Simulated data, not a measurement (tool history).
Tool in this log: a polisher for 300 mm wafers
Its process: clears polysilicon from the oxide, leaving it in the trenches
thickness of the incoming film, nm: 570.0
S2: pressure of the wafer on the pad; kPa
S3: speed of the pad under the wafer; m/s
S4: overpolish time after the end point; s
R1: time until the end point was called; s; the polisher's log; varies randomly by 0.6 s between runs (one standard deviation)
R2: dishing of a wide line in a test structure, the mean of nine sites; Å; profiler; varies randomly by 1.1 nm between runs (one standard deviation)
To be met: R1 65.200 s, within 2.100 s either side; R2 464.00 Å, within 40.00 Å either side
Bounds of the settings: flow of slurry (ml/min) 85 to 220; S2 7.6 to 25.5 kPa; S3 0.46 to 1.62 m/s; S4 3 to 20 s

run 1 hour=0.0 | flow_of_slurry_(ml/min)=140 S2=16.5 S3=1.04 S4=10 | R1=54.805 R2=444.07
run 2 hour=7.5 | flow_of_slurry_(ml/min)=135 S2=15.9 S3=1.04 S4=11 | R1=57.426 R2=452.28
run 3 hour=13.9 | flow_of_slurry_(ml/min)=110 S2=15.9 S3=1.04 S4=11 | R1=60.420 R2=462.73
run 4 hour=15.3 | flow_of_slurry_(ml/min)=110 S2=13.8 S3=1.04 S4=11 | R1=67.541 R2=437.10
run 5 hour=20.0 | flow_of_slurry_(ml/min)=110 S2=13.8 S3=1.04 S4=7 | R1=67.614 R2=346.72
run 6 hour=23.4 | flow_of_slurry_(ml/min)=110 S2=13.8 S3=1.04 S4=8 | R1=67.975 R2=360.92
run 7 hour=28.2 | flow_of_slurry_(ml/min)=110 S2=13.8 S3=1.04 S4=9 | R1=67.696 R2=382.32
run 8 hour=29.7 | flow_of_slurry_(ml/min)=110 S2=13.8 S3=1.04 S4=10 | R1=66.458 R2=405.84
run 9 hour=33.5 | flow_of_slurry_(ml/min)=110 S2=13.8 S3=1.04 S4=11 | R1=67.411 R2=413.93
run 10 hour=39.4 | flow_of_slurry_(ml/min)=110 S2=13.8 S3=1.04 S4=12 | R1=66.595 R2=449.88

Which one of the following 5 next-run settings gets every result inside its allowed miss? There is exactly one.
run A hour=45.3 | flow_of_slurry_(ml/min)=90 S2=11.0 S3=1.26 S4=11 | R1=? R2=?
run B hour=45.3 | flow_of_slurry_(ml/min)=95 S2=14.5 S3=1.00 S4=10 | R1=? R2=?
run C hour=45.3 | flow_of_slurry_(ml/min)=95 S2=11.0 S3=1.34 S4=7 | R1=? R2=?
run D hour=45.3 | flow_of_slurry_(ml/min)=110 S2=12.4 S3=1.08 S4=12 | R1=? R2=?
run E hour=45.3 | flow_of_slurry_(ml/min)=145 S2=13.8 S3=1.02 S4=13 | R1=? R2=?

move=A R1=68.927 R2=407.16
move=B R1=68.912 R2=391.24
move=C R1=63.777 R2=340.96
move=D R1=69.050 R2=420.66
move=E R1=63.183 R2=444.79
A: misses by more than the last run did
B: misses by more than the last run did
C: gets the furthest-off result to its target, but another result is out of tolerance
D: misses by more than the last run did
E: all results land within tolerance of their targets
Move E is the one to make.

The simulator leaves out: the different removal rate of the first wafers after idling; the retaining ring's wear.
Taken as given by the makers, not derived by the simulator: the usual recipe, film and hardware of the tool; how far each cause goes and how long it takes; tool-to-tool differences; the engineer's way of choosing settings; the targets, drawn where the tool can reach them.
